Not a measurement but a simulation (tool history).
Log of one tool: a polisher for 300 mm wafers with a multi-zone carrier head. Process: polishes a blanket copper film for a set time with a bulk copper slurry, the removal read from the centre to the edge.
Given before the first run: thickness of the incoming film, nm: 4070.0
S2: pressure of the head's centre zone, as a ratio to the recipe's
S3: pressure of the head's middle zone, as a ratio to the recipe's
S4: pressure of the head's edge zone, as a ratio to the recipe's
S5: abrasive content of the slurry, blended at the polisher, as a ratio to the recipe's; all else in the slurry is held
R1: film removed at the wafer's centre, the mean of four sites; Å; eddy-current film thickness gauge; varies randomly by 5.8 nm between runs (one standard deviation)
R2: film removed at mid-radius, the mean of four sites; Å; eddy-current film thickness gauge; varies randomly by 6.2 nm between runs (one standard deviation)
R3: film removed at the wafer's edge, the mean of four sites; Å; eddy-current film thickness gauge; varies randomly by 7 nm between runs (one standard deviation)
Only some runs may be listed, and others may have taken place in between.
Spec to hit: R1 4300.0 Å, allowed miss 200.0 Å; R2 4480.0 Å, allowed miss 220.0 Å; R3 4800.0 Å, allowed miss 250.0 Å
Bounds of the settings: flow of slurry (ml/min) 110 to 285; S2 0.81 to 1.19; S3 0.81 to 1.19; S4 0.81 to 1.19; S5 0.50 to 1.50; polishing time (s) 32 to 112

{"run": 1, "hour": 0.0, "flow of slurry (ml/min)": 180, "S2": 1.0, "S3": 1.0, "S4": 1.0, "S5": 1.0, "polishing time (s)": 72, "R1": 6817.2, "R2": 6799.8, "R3": 6799.7}
{"run": 2, "hour": 5.6, "flow of slurry (ml/min)": 180, "S2": 1.04, "S3": 1.0, "S4": 1.0, "S5": 1.0, "polishing time (s)": 72, "R1": 6943.8, "R2": 6799.0, "R3": 6947.0}
{"run": 3, "hour": 9.9, "flow of slurry (ml/min)": 170, "S2": 1.0, "S3": 0.98, "S4": 1.02, "S5": 0.9, "polishing time (s)": 68, "R1": 6162.9, "R2": 6052.9, "R3": 6228.3}
{"run": 4, "hour": 16.9, "flow of slurry (ml/min)": 170, "S2": 1.0, "S3": 0.93, "S4": 1.02, "S5": 0.9, "polishing time (s)": 68, "R1": 6297.3, "R2": 6017.2, "R3": 6429.3}
{"run": 5, "hour": 23.8, "flow of slurry (ml/min)": 140, "S2": 1.0, "S3": 0.93, "S4": 1.02, "S5": 0.9, "polishing time (s)": 68, "R1": 6045.9, "R2": 5604.9, "R3": 6132.3}
{"run": 6, "hour": 32.5, "flow of slurry (ml/min)": 140, "S2": 1.0, "S3": 0.93, "S4": 1.02, "S5": 1.0, "polishing time (s)": 68, "R1": 6040.5, "R2": 5656.7, "R3": 6249.9}
{"run": 7, "hour": 36.6, "flow of slurry (ml/min)": 135, "S2": 0.97, "S3": 0.93, "S4": 1.02, "S5": 0.95, "polishing time (s)": 65, "R1": 5522.6, "R2": 5459.2, "R3": 5899.8}
{"run": 8, "hour": 42.9, "flow of slurry (ml/min)": 130, "S2": 0.95, "S3": 0.92, "S4": 1.02, "S5": 0.9, "polishing time (s)": 63, "R1": 5264.0, "R2": 5112.8, "R3": 5633.9}
{"run": 9, "hour": 50.1, "flow of slurry (ml/min)": 125, "S2": 0.93, "S3": 0.92, "S4": 1.02, "S5": 0.85, "polishing time (s)": 61, "R1": 4845.5, "R2": 4751.0, "R3": 5281.6}
{"run": 10, "hour": 51.3, "flow of slurry (ml/min)": 125, "S2": 0.91, "S3": 0.93, "S4": 1.01, "S5": 0.8, "polishing time (s)": 61, "R1": 4618.9, "R2": 4841.2, "R3": 5448.6}
{"run": 11, "hour": 55.0, "flow of slurry (ml/min)": 130, "S2": 0.92, "S3": 0.94, "S4": 1.01, "S5": 0.8, "polishing time (s)": 59, "R1": 4524.7, "R2": 4854.7, "R3": 5198.7}
{"run": 12, "hour": 55.9, "flow of slurry (ml/min)": 130, "S2": 0.93, "S3": 0.94, "S4": 1.01, "S5": 0.75, "polishing time (s)": 58, "R1": 4577.8, "R2": 4616.0, "R3": 5065.3}
{"run": 13, "hour": 64.5, "flow of slurry (ml/min)": 130, "S2": 0.93, "S3": 0.95, "S4": 1.0, "S5": 0.75, "polishing time (s)": 58, "R1": 4565.5, "R2": 4611.4, "R3": 4984.3}

Consider the 4 candidate settings below. Which is the only one whose results all fall within their allowed miss of target?
{"run": "A", "hour": 73.1, "flow of slurry (ml/min)": 135, "S2": 1.02, "S3": 0.97, "S4": 0.95, "S5": 0.85, "polishing time (s)": 54, "R1": "?", "R2": "?", "R3": "?"}
{"run": "B", "hour": 73.1, "flow of slurry (ml/min)": 145, "S2": 1.02, "S3": 1.03, "S4": 0.92, "S5": 0.75, "polishing time (s)": 55, "R1": "?", "R2": "?", "R3": "?"}
{"run": "C", "hour": 73.1, "flow of slurry (ml/min)": 130, "S2": 0.92, "S3": 0.95, "S4": 1.0, "S5": 0.8, "polishing time (s)": 55, "R1": "?", "R2": "?", "R3": "?"}
{"run": "D", "hour": 73.1, "flow of slurry (ml/min)": 190, "S2": 0.97, "S3": 0.98, "S4": 1.0, "S5": 0.7, "polishing time (s)": 55, "R1": "?", "R2": "?", "R3": "?"}

move=A R1=4658.5 R2=4492.6 R3=4503.3
move=B R1=4725.0 R2=4781.5 R3=4463.1
move=C R1=4234.1 R2=4406.0 R3=4617.8
move=D R1=4726.6 R2=4768.4 R3=4763.7
A: moves away from the targets compared with the last run
B: moves away from the targets compared with the last run
C: all results in spec
D: moves away from the targets compared with the last run
So the answer is move C, the one that meets all the targets.
